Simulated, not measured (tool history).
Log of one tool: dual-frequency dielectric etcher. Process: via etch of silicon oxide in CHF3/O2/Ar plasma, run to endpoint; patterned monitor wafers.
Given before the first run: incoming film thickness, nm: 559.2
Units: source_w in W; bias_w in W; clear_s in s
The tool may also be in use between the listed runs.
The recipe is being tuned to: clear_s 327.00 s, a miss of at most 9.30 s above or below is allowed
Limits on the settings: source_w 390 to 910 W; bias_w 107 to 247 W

run  hour  source_w  bias_w  clear_s
  1   0.0       650     177   247.58
  2   1.0       650     191   240.33
  3   2.3       590     174   258.75
  4   5.4       590     154   276.69
  5   6.9       550     149   288.53
  6   8.8       520     146   294.26
  7  12.3       500     142   301.46
  8  16.8       480     140   311.47
  9  24.7       470     139   318.60
 10  33.0       460     139   310.98

Of the 5 settings listed for the next run, only one would bring every result within its allowed miss of target. Which one?
  A  41.3       390     168        ?
  B  41.3       490     141        ?
  C  41.3       540     140        ?
  D  41.3       400     141        ?
  E  41.3       560     138        ?

move  clear_s
   A   298.38
   B   309.80
   C   302.47
   D   327.68
   E   301.78
A: moves away from the targets compared with the last run
B: moves away from the targets compared with the last run
C: moves away from the targets compared with the last run
D: hits every target within its allowed miss
E: moves away from the targets compared with the last run
D is the move that brings every result within its allowed miss.
